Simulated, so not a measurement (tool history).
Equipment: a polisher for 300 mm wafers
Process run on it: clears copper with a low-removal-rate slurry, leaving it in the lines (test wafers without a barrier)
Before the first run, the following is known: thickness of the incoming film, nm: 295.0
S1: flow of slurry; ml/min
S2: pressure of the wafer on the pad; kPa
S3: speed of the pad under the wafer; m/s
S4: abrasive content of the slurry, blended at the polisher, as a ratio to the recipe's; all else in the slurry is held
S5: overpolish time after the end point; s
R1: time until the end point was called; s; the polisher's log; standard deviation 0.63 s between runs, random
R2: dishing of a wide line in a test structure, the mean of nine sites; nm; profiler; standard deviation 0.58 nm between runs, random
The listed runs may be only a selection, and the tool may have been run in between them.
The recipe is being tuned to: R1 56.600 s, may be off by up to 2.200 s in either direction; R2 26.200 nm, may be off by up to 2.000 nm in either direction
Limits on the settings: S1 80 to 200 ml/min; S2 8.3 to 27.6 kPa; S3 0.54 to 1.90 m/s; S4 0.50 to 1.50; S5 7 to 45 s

run 1 hour=0.0 | S1=130 S2=17.9 S3=1.22 S4=1.00 S5=23 | R1=81.478 R2=24.202
run 2 hour=7.1 | S1=130 S2=18.6 S3=1.22 S4=1.00 S5=23 | R1=79.291 R2=24.909
run 3 hour=15.8 | S1=130 S2=18.6 S3=1.22 S4=0.85 S5=23 | R1=81.936 R2=25.106
run 4 hour=16.8 | S1=130 S2=18.6 S3=1.22 S4=0.95 S5=23 | R1=79.222 R2=24.492
run 5 hour=23.1 | S1=130 S2=18.6 S3=1.22 S4=0.95 S5=17 | R1=79.546 R2=22.880
run 6 hour=25.8 | S1=130 S2=15.9 S3=1.22 S4=0.95 S5=17 | R1=93.604 R2=20.858
run 7 hour=31.1 | S1=150 S2=20.7 S3=1.26 S4=0.95 S5=16 | R1=69.533 R2=22.403
run 8 hour=31.7 | S1=150 S2=21.4 S3=1.26 S4=0.95 S5=16 | R1=67.101 R2=23.962
run 9 hour=34.7 | S1=150 S2=23.4 S3=1.26 S4=0.95 S5=16 | R1=60.920 R2=24.547
run 10 hour=37.4 | S1=150 S2=24.1 S3=1.26 S4=0.95 S5=17 | R1=59.661 R2=24.342

Which of these 5 next moves meets every target?
run A hour=40.1 | S1=155 S2=24.8 S3=1.56 S4=0.85 S5=20 | R1=? R2=?
run B hour=40.1 | S1=165 S2=25.5 S3=0.88 S4=1.35 S5=21 | R1=? R2=?
run C hour=40.1 | S1=125 S2=24.1 S3=1.44 S4=0.90 S5=30 | R1=? R2=?
run D hour=40.1 | S1=160 S2=24.8 S3=1.38 S4=1.05 S5=33 | R1=? R2=?
run E hour=40.1 | S1=145 S2=24.8 S3=1.46 S4=0.95 S5=21 | R1=? R2=?

move=A R1=50.844 R2=25.948
move=B R1=66.001 R2=25.272
move=C R1=56.591 R2=26.413
move=D R1=53.320 R2=26.577
move=E R1=52.853 R2=25.974
A: moves the result that the last run missed by most past its target, out the other side
B: further off than the last run
C: hits every target within its allowed miss
D: moves the result that the last run missed by most past its target, out the other side
E: moves the result that the last run missed by most past its target, out the other side
The move that meets every target is C.
